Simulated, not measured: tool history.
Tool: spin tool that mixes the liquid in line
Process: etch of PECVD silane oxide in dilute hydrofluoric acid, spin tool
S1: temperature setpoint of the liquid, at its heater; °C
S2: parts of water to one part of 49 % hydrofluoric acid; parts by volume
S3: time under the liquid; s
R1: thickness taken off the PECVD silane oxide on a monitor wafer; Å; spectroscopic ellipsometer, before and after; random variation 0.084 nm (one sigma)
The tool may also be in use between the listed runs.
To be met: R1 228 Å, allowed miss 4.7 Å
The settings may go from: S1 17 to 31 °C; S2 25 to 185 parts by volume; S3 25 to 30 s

run,hour,S1,S2,S3,R1
1,0,23,105,30,118.09
2,5.7,23,105,25,98.244
3,12.9,23,140,25,71.145
4,18.4,25.5,115,25,97.873
5,23.8,27,95,25,129.2
6,32.6,27,95,25,128.62
7,39.8,28,80,25,162.66
8,41.5,29,75,25,181.78
9,49.2,29.5,70,25,200.4
10,57.4,30,70,25,202.95
11,61,30.5,70,25,207.97

4 next moves are on the table. One of them brings every result within its allowed miss. Which?
A,64.6,28,70,30,?
B,64.6,30,75,25,?
C,64.6,27,70,25,?
D,64.6,30.5,75,25,?

move,R1
A,226.83
B,189.27
C,181.73
D,192.92
A: meets every target
B: further off than the last run
C: further off than the last run
D: further off than the last run
Move A is the one to make.
